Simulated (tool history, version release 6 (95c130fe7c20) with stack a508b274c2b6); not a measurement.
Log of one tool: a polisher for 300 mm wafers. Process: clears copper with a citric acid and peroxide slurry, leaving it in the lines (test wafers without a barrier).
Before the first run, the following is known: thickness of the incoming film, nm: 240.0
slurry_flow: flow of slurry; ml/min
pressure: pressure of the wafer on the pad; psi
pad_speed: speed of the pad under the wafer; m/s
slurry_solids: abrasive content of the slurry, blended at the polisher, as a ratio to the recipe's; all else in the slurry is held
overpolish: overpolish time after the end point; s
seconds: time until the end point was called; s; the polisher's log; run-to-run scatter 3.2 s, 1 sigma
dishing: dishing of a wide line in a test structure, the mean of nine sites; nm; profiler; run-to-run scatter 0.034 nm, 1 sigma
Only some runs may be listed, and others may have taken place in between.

{"run": 1, "hour": 0.0, "slurry_flow": 225, "pressure": 2.5, "pad_speed": 0.92, "slurry_solids": 1, "overpolish": 10, "seconds": 171.21, "dishing": 11.678}
{"run": 2, "hour": 4.0, "slurry_flow": 230, "pressure": 2.3, "pad_speed": 0.84, "slurry_solids": 1, "overpolish": 8, "seconds": 202.81, "dishing": 8.15}
{"run": 3, "hour": 7.7, "slurry_flow": 255, "pressure": 2.1, "pad_speed": 0.82, "slurry_solids": 1.05, "overpolish": 7, "seconds": 220.71, "dishing": 6.7368}
{"run": 4, "hour": 16.1, "slurry_flow": 285, "pressure": 1.8, "pad_speed": 0.82, "slurry_solids": 1.2, "overpolish": 6, "seconds": 236.52, "dishing": 5.3079}
{"run": 5, "hour": 18.8, "slurry_flow": 300, "pressure": 1.7, "pad_speed": 0.82, "slurry_solids": 1.3, "overpolish": 5, "seconds": 242.31, "dishing": 4.3253}
{"run": 6, "hour": 20.2, "slurry_flow": 300, "pressure": 1.2, "pad_speed": 0.82, "slurry_solids": 1.3, "overpolish": 5, "seconds": 320.16, "dishing": 3.3497}

What does the tool deliver on the next run?
{"run": 7, "hour": 28.7, "slurry_flow": 310, "pressure": 1.3, "pad_speed": 0.82, "slurry_solids": 1.35, "overpolish": 5, "seconds": "?", "dishing": "?"}

{"run 7": {"seconds": 294.68, "dishing": 3.5627}}

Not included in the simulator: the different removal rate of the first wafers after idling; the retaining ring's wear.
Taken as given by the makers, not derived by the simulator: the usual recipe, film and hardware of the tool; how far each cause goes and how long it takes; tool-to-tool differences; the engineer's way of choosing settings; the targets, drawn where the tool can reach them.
